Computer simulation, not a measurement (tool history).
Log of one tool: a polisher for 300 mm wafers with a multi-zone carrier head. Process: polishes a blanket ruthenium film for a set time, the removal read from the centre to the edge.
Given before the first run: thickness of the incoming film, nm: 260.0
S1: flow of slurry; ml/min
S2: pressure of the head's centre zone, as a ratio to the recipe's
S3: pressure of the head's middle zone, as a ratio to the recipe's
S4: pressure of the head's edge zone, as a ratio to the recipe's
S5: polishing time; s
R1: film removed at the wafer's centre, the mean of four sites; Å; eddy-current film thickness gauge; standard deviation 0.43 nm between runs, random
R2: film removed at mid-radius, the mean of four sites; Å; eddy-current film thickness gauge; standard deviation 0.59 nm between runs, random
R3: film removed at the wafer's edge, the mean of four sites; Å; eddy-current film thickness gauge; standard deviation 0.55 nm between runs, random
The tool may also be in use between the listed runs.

run    day   S1    S2    S3    S4  S5      R1       R2      R3
  1  0.000  310  1.00  1.00  1.00  61  953.56   981.02  971.57
  2  0.146  310  1.00  1.07  1.00  61  939.45  1060.70  961.14
  3  0.229  310  1.00  1.07  1.00  48  750.42   821.07  759.96
  4  0.288  310  1.00  1.05  0.97  45  703.09   743.63  693.52
  5  0.646  305  0.99  1.03  0.93  45  689.58   742.96  685.33
  6  1.021  340  0.99  1.03  0.93  45  692.06   746.47  683.74

Forecast run 7:
  7  1.083  340  0.99  1.01  0.91  44   ?   ?   ?

R1: 670.38 Å
R2: 704.10 Å
R3: 656.96 Å
